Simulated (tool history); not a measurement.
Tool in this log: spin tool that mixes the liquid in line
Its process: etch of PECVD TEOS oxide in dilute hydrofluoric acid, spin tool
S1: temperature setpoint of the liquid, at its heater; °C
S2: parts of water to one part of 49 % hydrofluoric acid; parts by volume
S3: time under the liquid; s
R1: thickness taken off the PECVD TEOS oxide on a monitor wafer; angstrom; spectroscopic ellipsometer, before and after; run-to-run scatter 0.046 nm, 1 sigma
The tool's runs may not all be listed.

| run | hour | S1 | S2 | S3 | R1 |
|---|---|---|---|---|---|
| 1 | 0 | 23 | 160 | 70 | 102.51 |
| 2 | 6.3 | 23 | 160 | 70 | 103.31 |
| 3 | 14.8 | 21.5 | 165 | 70 | 93.562 |
| 4 | 20.2 | 20.5 | 165 | 70 | 90.771 |
| 5 | 22.3 | 19.5 | 170 | 70 | 83.996 |
| 6 | 26.9 | 19.5 | 170 | 45 | 53.834 |
| 7 | 32.7 | 20.5 | 170 | 45 | 56.27 |
| 8 | 36.2 | 22 | 170 | 45 | 60.064 |
| 9 | 38.3 | 22 | 170 | 45 | 59.737 |

Predict the results of run 10:
| 10 | 41.7 | 23.5 | 170 | 45 | ? |

{"run 10": {"R1": 62.802}}
